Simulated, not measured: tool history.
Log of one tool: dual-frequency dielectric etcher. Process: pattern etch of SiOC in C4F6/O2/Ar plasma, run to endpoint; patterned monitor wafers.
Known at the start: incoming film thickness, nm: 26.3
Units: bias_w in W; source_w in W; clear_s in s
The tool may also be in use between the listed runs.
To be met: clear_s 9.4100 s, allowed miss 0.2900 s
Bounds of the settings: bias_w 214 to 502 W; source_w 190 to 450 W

Run 1, day 0.000: bias_w 358 W, source_w 320 W. Result: clear_s 10.6650 s.
Run 2, day 0.275: bias_w 382 W, source_w 320 W. Result: clear_s 10.5080 s.
Run 3, day 0.608: bias_w 407 W, source_w 320 W. Result: clear_s 10.2180 s.
Run 4, day 0.846: bias_w 359 W, source_w 320 W. Result: clear_s 10.6610 s.
Run 5, day 0.946: bias_w 359 W, source_w 280 W. Result: clear_s 11.2060 s.
Run 6, day 1.121: bias_w 385 W, source_w 280 W. Result: clear_s 10.7270 s.
Run 7, day 1.375: bias_w 385 W, source_w 280 W. Result: clear_s 10.6880 s.
Run 8, day 1.588: bias_w 413 W, source_w 290 W. Result: clear_s 10.6040 s.

Which of these 4 next moves meets every target?
Run A, day 1.800: bias_w 455 W, source_w 370 W. Result: clear_s ?.
Run B, day 1.800: bias_w 400 W, source_w 330 W. Result: clear_s ?.
Run C, day 1.800: bias_w 415 W, source_w 300 W. Result: clear_s ?.
Run D, day 1.800: bias_w 499 W, source_w 440 W. Result: clear_s ?.

move  clear_s
   A   9.4502
   B  10.2050
   C  10.3870
   D   8.6775
A: meets every target
B: nearer than the last run, and not there yet
C: nearer than the last run, and not there yet
D: takes the result that was furthest off past its target
The right move is A.
